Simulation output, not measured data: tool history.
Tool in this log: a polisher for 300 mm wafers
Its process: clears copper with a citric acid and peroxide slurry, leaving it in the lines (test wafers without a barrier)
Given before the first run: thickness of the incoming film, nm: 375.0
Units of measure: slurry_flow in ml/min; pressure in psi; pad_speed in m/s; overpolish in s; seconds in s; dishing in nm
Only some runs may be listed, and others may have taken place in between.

run  hour  slurry_flow  pressure  pad_speed  slurry_solids  overpolish  seconds  dishing
  1     0          215         3       1.04              1          10   148.68   20.094
  2   2.4          215       2.9       1.04              1          10   151.28   19.747
  3  10.6          215       2.8       1.04              1          10   153.35   19.356
  4  12.5          215       2.6       1.04              1          10   164.16   17.935
  5  21.3          215       2.5       1.04              1          10   164.81   17.692
  6  28.9          215       2.5       1.04            1.1          10   162.38   18.146
  7  31.2          215       2.4       1.04            1.1          10   170.43   16.658

What will run 8 give?
  8    36          215       2.3       1.04            1.1          10        ?        ?

Run 8 produced seconds 180.47 s, dishing 16.525 nm.
